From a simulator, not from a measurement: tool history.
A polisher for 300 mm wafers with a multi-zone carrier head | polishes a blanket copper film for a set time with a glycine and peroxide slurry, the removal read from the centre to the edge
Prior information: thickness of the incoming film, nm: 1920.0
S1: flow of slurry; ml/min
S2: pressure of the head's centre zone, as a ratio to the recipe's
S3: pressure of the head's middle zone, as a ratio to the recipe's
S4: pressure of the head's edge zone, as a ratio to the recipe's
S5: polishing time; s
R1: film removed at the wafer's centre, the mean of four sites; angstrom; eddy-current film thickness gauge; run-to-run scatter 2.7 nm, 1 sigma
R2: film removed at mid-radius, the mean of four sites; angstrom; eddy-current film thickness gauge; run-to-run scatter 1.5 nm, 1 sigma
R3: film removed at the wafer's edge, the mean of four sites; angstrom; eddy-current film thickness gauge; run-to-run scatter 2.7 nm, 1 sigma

run  hour   S1    S2    S3    S4  S5      R1      R2      R3
  1     0  215     1     1     1  38  1509.8  1495.2  1566.7
  2   4.4  225  1.03  1.02     1  39  1612.7  1570.7  1560.9
  3   5.5  225  1.04  1.03  1.01  40  1666.3    1590  1652.9
  4   7.5  225   1.1  1.03  1.01  40  1754.1  1611.4    1628
  5  13.7  190   1.1  1.03  1.01  40  1727.8  1594.4  1609.4
  6  22.5  195  1.11  1.04  1.01  41  1784.4  1637.1  1657.5
  7  23.7  200  1.12  1.05  1.01  42  1888.2  1696.6  1743.7
  8  24.4  205  1.13  1.07     1  42  1898.7  1753.7  1676.3

Expected results for the next run?
  9    28  210  1.14  1.08  1.01  42   ?   ?   ?

For run 9 the tool returned R1 1906.2 angstrom, R2 1746.8 angstrom, R3 1738.6 angstrom.

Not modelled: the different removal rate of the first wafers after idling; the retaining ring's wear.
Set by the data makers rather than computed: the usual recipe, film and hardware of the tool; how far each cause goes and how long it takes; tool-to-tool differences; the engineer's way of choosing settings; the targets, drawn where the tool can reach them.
